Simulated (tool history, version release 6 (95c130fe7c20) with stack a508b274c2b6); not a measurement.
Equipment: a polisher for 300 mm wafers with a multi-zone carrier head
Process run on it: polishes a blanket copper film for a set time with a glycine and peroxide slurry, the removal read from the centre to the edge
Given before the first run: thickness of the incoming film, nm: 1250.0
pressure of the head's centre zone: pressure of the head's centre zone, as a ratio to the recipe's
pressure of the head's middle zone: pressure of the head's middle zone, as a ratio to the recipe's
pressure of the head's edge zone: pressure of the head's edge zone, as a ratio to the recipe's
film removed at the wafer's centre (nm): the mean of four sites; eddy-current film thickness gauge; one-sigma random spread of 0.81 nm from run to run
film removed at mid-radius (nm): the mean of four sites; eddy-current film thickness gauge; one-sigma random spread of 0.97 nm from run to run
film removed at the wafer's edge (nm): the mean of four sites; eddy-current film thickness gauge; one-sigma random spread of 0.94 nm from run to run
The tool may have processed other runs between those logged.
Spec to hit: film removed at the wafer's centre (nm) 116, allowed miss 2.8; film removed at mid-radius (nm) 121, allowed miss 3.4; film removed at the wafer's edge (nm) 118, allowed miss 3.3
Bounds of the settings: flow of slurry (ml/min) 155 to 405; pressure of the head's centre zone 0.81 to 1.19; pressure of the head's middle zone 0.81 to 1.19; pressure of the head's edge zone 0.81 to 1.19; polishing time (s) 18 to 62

run    day  flow of slurry (ml/min)  pressure of the head's centre zone  pressure of the head's middle zone  pressure of the head's edge zone  polishing time (s)  film removed at the wafer's centre (nm)  film removed at mid-radius (nm)  film removed at the wafer's edge (nm)
  1      0                      260                                   1                                   1                                 1                  40                                   163.03                           159.72                                 159.55
  2  0.262                      260                                   1                                   1                              0.94                  40                                   162.56                           160.31                                 153.96
  3  0.529                      260                                   1                                   1                              0.94                  45                                   184.61                            182.4                                 174.66
  4  0.733                      260                                   1                                   1                              0.94                  54                                   219.87                           214.82                                 209.05
  5   1.05                      260                                   1                                   1                              0.88                  54                                   216.34                           216.13                                 201.15
  6  1.104                      210                                   1                                   1                              0.88                  54                                   216.68                           210.92                                 199.32
  7  1.125                      205                                0.96                                0.97                              0.86                  47                                   177.33                           175.71                                 171.48
  8  1.342                      210                                0.94                                0.97                              0.85                  41                                   152.37                           157.09                                 149.91
  9  1.571                      210                                0.93                                0.96                              0.84                  37                                   136.92                           138.87                                 132.83
 10  1.833                      220                                0.91                                0.95                              0.84                  35                                   125.94                           130.69                                 126.47
 11  1.992                      220                                 0.9                                0.94                              0.83                  34                                    124.6                            125.1                                  122.5
 12  2.046                      220                                0.89                                0.94                              0.82                  34                                    120.4                           126.82                                 121.92
 13  2.312                      220                                0.89                                0.94                              0.82                  34                                   122.42                           127.89                                 122.79
 14  2.467                      215                                0.88                                0.93                              0.82                  34                                   121.15                           125.11                                 121.62

Which of these 4 next moves meets every target?
  A  2.621                      230                                0.93                                0.95                              0.89                  33                                        ?                                ?                                      ?
  B  2.621                      170                                0.93                                0.94                              0.81                  34                                        ?                                ?                                      ?
  C  2.621                      195                                0.97                                0.94                              0.81                  33                                        ?                                ?                                      ?
  D  2.621                      185                                0.88                                0.92                              0.81                  34                                        ?                                ?                                      ?

move  film removed at the wafer's centre (nm)  film removed at mid-radius (nm)  film removed at the wafer's edge (nm)
   A                                   124.55                           125.94                                 122.86
   B                                   121.05                           122.12                                 116.82
   C                                   125.56                           121.62                                 115.56
   D                                   117.47                           121.98                                 118.27
A: misses by more than the last run did
B: neither nearer nor further off than the last run
C: misses by more than the last run did
D: every result within its allowed miss
The right move is D.
